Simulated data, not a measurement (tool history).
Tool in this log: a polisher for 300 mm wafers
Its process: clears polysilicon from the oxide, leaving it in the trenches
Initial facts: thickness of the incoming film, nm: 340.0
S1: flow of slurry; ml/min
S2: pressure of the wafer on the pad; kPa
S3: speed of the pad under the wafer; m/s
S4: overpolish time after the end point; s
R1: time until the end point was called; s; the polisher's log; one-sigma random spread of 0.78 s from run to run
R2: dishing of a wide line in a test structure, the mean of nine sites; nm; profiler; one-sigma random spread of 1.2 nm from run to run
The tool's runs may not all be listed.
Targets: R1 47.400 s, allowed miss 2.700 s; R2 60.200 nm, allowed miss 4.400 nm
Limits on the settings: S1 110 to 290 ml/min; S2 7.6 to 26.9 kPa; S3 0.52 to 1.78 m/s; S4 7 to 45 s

Run 1, hour 0.0: S1 185 ml/min, S2 17.2 kPa, S3 1.14 m/s, S4 23 s. Result: R1 25.821 s, R2 63.396 nm.
Run 2, hour 8.4: S1 185 ml/min, S2 17.2 kPa, S3 1.14 m/s, S4 15 s. Result: R1 26.237 s, R2 60.132 nm.
Run 3, hour 15.5: S1 185 ml/min, S2 15.2 kPa, S3 1.12 m/s, S4 16 s. Result: R1 28.885 s, R2 57.392 nm.
Run 4, hour 17.5: S1 210 ml/min, S2 15.2 kPa, S3 1.12 m/s, S4 16 s. Result: R1 29.762 s, R2 58.527 nm.
Run 5, hour 26.3: S1 210 ml/min, S2 18.6 kPa, S3 1.12 m/s, S4 16 s. Result: R1 23.929 s, R2 57.659 nm.
Run 6, hour 31.1: S1 210 ml/min, S2 16.5 kPa, S3 1.12 m/s, S4 16 s. Result: R1 27.254 s, R2 59.082 nm.
Run 7, hour 32.8: S1 210 ml/min, S2 15.2 kPa, S3 1.10 m/s, S4 17 s. Result: R1 30.904 s, R2 58.472 nm.
Run 8, hour 39.0: S1 210 ml/min, S2 13.8 kPa, S3 1.10 m/s, S4 18 s. Result: R1 32.256 s, R2 58.179 nm.

Which of these 5 next moves meets every target?
Run A, hour 45.2: S1 290 ml/min, S2 15.9 kPa, S3 1.14 m/s, S4 12 s. Result: R1 ?, R2 ?.
Run B, hour 45.2: S1 170 ml/min, S2 9.0 kPa, S3 1.22 m/s, S4 34 s. Result: R1 ?, R2 ?.
Run C, hour 45.2: S1 195 ml/min, S2 18.6 kPa, S3 1.18 m/s, S4 17 s. Result: R1 ?, R2 ?.
Run D, hour 45.2: S1 280 ml/min, S2 15.2 kPa, S3 0.82 m/s, S4 15 s. Result: R1 ?, R2 ?.
Run E, hour 45.2: S1 150 ml/min, S2 10.3 kPa, S3 0.78 m/s, S4 45 s. Result: R1 ?, R2 ?.

move      R1      R2
   A  26.944  53.817
   B  46.915  57.408
   C  23.451  57.409
   D  37.613  52.436
   E  61.943  57.417
A: the biggest miss grows against the last run
B: all results land within tolerance of their targets
C: the biggest miss grows against the last run
D: gains on the last run, yet a result remains outside its allowed miss
E: takes the result that was furthest off past its target
Answer: B
